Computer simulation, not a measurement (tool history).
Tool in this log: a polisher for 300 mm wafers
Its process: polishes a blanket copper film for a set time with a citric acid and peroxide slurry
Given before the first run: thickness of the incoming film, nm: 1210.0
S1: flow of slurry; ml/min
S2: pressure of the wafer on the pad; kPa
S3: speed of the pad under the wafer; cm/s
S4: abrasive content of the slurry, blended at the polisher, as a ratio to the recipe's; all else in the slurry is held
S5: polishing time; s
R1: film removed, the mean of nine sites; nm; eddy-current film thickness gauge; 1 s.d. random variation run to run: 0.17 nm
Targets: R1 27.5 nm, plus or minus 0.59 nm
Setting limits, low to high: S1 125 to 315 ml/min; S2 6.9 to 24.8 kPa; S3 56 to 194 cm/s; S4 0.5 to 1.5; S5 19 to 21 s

| run | hour | S1 | S2 | S3 | S4 | S5 | R1 |
|---|---|---|---|---|---|---|---|
| 1 | 0 | 205 | 15.9 | 124 | 1 | 21 | 40.633 |
| 2 | 4.3 | 205 | 15.9 | 124 | 0.9 | 21 | 39.5 |
| 3 | 5 | 200 | 15.2 | 124 | 0.9 | 21 | 38.621 |
| 4 | 6.4 | 200 | 15.2 | 124 | 0.75 | 21 | 36.709 |
| 5 | 13.8 | 200 | 14.5 | 124 | 0.75 | 21 | 35.139 |
| 6 | 18.4 | 200 | 15.9 | 124 | 0.75 | 21 | 38.128 |
| 7 | 20.5 | 200 | 15.2 | 124 | 0.75 | 21 | 36.49 |
| 8 | 25 | 200 | 14.5 | 124 | 0.75 | 21 | 35.229 |
| 9 | 26.1 | 200 | 13.8 | 124 | 0.75 | 21 | 34.067 |
| 10 | 28 | 200 | 13.1 | 124 | 0.75 | 21 | 32.69 |
| 11 | 36.5 | 200 | 13.1 | 124 | 0.75 | 21 | 32.628 |
| 12 | 37.8 | 200 | 12.4 | 124 | 0.75 | 21 | 31.037 |
| 13 | 45.4 | 200 | 12.4 | 124 | 0.75 | 21 | 31.328 |
| 14 | 46.2 | 195 | 11.7 | 124 | 0.75 | 21 | 29.439 |
| 15 | 54.3 | 195 | 11.7 | 124 | 0.75 | 21 | 29.597 |
| 16 | 59.2 | 165 | 10.3 | 124 | 0.75 | 21 | 25.992 |

Below are 4 possible settings for the next run. Only one of them brings all results inside the allowed miss of their targets. Which is it?
| A | 64.1 | 190 | 11 | 120 | 0.8 | 21 | ? |
| B | 64.1 | 130 | 9.7 | 162 | 0.75 | 20 | ? |
| C | 64.1 | 180 | 11.7 | 118 | 0.75 | 20 | ? |
| D | 64.1 | 150 | 10.3 | 140 | 0.75 | 21 | ? |

| move | R1 |
|---|---|
| A | 27.33 |
| B | 28.684 |
| C | 26.237 |
| D | 28.476 |
A: meets every target
B: takes the biggest miss from the last run beyond its target
C: gains on the last run, yet a result remains outside its allowed miss
D: takes the biggest miss from the last run beyond its target
The move that meets every target is A.
